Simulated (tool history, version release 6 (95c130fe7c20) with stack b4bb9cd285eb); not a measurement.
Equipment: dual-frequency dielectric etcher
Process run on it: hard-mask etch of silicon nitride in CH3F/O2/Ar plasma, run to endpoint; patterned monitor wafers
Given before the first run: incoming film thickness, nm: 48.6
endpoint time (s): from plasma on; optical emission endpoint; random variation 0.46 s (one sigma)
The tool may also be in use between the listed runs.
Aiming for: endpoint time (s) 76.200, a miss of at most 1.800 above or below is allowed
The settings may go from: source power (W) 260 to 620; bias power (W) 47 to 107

run  hour  source power (W)  bias power (W)  endpoint time (s)
  1   0.0               440              77             68.313
  2   7.4               410              75             70.409
  3  12.6               370              75             73.248
  4  20.9               370              63             79.499
  5  28.1               370              53             85.864
  6  32.5               370              61             79.803
  7  37.3               380              62             79.362
  8  38.8               430              65             73.796

Exercise: of the 5 proposed moves below, exactly one satisfies all targets within the stated allowed misses. Which move is it?
  A  40.3               480              65                  ?
  B  40.3               450              69                  ?
  C  40.3               460              67                  ?
  D  40.3               380              67                  ?
  E  40.3               550              56                  ?

move  endpoint time (s)
   A             70.989
   B             70.857
   C             71.193
   D             76.609
   E             71.927
A: its largest miss is bigger than the last run's
B: its largest miss is bigger than the last run's
C: its largest miss is bigger than the last run's
D: hits every target within its allowed miss
E: its largest miss is bigger than the last run's
Answer: D
